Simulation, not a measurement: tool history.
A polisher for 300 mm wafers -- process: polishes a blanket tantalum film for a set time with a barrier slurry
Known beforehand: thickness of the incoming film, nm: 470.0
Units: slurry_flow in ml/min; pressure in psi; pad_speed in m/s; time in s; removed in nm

run  hour  slurry_flow  pressure  pad_speed  slurry_solids  time  removed
  1   0.0          250       1.9       0.94            1.0   129   171.95
  2   8.9          250       1.9       0.94            1.0   135   179.57
  3  17.0          185       1.9       0.94            1.0   135   174.06
  4  20.8          185       1.9       0.82            1.0   135   152.22
  5  23.0          210       2.0       0.82            1.0   135   162.89
  6  29.2          210       2.0       0.82            1.0   135   162.42

Estimate the outcome of run 7 from the log above:
  7  36.4          230       2.1       0.82            1.0   135        ?

removed: 171.02 nm
